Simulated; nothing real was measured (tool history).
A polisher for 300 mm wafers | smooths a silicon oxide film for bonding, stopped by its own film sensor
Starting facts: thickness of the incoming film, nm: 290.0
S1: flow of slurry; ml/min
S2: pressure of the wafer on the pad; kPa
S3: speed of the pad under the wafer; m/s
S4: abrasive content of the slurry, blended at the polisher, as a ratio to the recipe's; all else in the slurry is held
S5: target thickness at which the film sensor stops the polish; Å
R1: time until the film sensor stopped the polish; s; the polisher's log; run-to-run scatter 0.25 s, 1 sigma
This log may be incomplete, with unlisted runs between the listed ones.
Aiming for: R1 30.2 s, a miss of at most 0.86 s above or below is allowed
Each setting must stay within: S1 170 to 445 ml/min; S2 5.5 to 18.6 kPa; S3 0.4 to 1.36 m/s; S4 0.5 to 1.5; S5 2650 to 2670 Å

| run | hour | S1 | S2 | S3 | S4 | S5 | R1 |
|---|---|---|---|---|---|---|---|
| 1 | 0 | 285 | 11.7 | 0.88 | 1 | 2650 | 47.766 |
| 2 | 0.9 | 285 | 12.4 | 0.88 | 1 | 2650 | 44.589 |
| 3 | 5.8 | 285 | 12.4 | 0.88 | 1.1 | 2650 | 41.774 |
| 4 | 7.7 | 320 | 12.4 | 0.88 | 1.1 | 2650 | 42.42 |
| 5 | 9.2 | 320 | 12.4 | 0.96 | 1.1 | 2650 | 39.201 |
| 6 | 17.7 | 320 | 13.1 | 0.96 | 1.1 | 2650 | 37.041 |
| 7 | 19.7 | 320 | 14.5 | 0.96 | 1.1 | 2650 | 33.426 |
| 8 | 26.3 | 320 | 15.2 | 0.96 | 1.1 | 2650 | 31.672 |

Next run, 5 choices. One meets every target within its allowed miss, the rest don't. Which?
| A | 32.9 | 335 | 15.2 | 0.8 | 1.3 | 2660 | ? |
| B | 32.9 | 310 | 15.9 | 0.88 | 1.05 | 2650 | ? |
| C | 32.9 | 395 | 14.5 | 0.92 | 1.35 | 2650 | ? |
| D | 32.9 | 310 | 15.2 | 0.9 | 1.15 | 2650 | ? |
| E | 32.9 | 315 | 15.2 | 0.8 | 1.25 | 2660 | ? |

| move | R1 |
|---|---|
| A | 32.405 |
| B | 34.11 |
| C | 30.692 |
| D | 33.062 |
| E | 33.217 |
A: misses by more than the last run did
B: misses by more than the last run did
C: all results in spec
D: misses by more than the last run did
E: misses by more than the last run did
So the answer is move C, the one that meets all the targets.
